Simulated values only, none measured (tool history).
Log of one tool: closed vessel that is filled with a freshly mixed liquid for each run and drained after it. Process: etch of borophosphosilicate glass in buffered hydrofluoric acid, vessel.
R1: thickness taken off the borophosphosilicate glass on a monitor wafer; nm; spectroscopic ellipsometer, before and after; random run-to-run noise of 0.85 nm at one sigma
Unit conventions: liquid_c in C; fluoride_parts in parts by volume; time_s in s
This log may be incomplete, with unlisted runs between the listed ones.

run 1 hour=0.0 | liquid_c=20.0 fluoride_parts=14 time_s=30 | R1=53.795
run 2 hour=8.2 | liquid_c=18.0 fluoride_parts=14 time_s=30 | R1=49.188
run 3 hour=10.2 | liquid_c=19.5 fluoride_parts=14 time_s=30 | R1=53.426
run 4 hour=15.2 | liquid_c=20.5 fluoride_parts=14 time_s=30 | R1=55.704
run 5 hour=17.3 | liquid_c=19.0 fluoride_parts=14 time_s=30 | R1=51.110
run 6 hour=20.5 | liquid_c=20.0 fluoride_parts=14 time_s=30 | R1=54.396

Run 7 is up next; what results do you expect?
run 7 hour=22.8 | liquid_c=21.0 fluoride_parts=14 time_s=30 | R1=?

R1: 56.642 nm
